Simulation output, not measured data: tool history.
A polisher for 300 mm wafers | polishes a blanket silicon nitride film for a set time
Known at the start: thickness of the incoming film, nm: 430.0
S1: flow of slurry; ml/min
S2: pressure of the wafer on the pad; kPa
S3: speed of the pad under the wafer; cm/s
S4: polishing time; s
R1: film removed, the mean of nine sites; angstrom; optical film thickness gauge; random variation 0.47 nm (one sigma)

Run 1, hour 0.0: S1 180 ml/min, S2 29.6 kPa, S3 114 cm/s, S4 43 s. Result: R1 1037.80 angstrom.
Run 2, hour 1.1: S1 175 ml/min, S2 25.5 kPa, S3 108 cm/s, S4 43 s. Result: R1 834.72 angstrom.
Run 3, hour 6.6: S1 175 ml/min, S2 25.5 kPa, S3 128 cm/s, S4 43 s. Result: R1 950.23 angstrom.
Run 4, hour 15.2: S1 175 ml/min, S2 25.5 kPa, S3 104 cm/s, S4 43 s. Result: R1 824.63 angstrom.
Run 5, hour 19.6: S1 170 ml/min, S2 22.8 kPa, S3 104 cm/s, S4 43 s. Result: R1 728.42 angstrom.
Run 6, hour 24.0: S1 190 ml/min, S2 22.8 kPa, S3 104 cm/s, S4 43 s. Result: R1 744.02 angstrom.
Run 7, hour 30.5: S1 185 ml/min, S2 20.7 kPa, S3 104 cm/s, S4 43 s. Result: R1 670.80 angstrom.
Run 8, hour 31.9: S1 185 ml/min, S2 19.3 kPa, S3 104 cm/s, S4 43 s. Result: R1 629.78 angstrom.
Run 9, hour 39.4: S1 185 ml/min, S2 17.9 kPa, S3 104 cm/s, S4 43 s. Result: R1 587.94 angstrom.
Run 10, hour 41.6: S1 180 ml/min, S2 17.2 kPa, S3 104 cm/s, S4 43 s. Result: R1 549.71 angstrom.
Run 11, hour 50.0: S1 170 ml/min, S2 17.2 kPa, S3 104 cm/s, S4 43 s. Result: R1 558.49 angstrom.
Run 12, hour 55.4: S1 165 ml/min, S2 16.5 kPa, S3 104 cm/s, S4 43 s. Result: R1 519.72 angstrom.
Run 13, hour 61.1: S1 160 ml/min, S2 16.5 kPa, S3 104 cm/s, S4 43 s. Result: R1 524.00 angstrom.

Run 14 comes next. What will it give?
Run 14, hour 62.9: S1 155 ml/min, S2 16.5 kPa, S3 104 cm/s, S4 43 s. Result: R1 ?.

R1: 520.54 angstrom

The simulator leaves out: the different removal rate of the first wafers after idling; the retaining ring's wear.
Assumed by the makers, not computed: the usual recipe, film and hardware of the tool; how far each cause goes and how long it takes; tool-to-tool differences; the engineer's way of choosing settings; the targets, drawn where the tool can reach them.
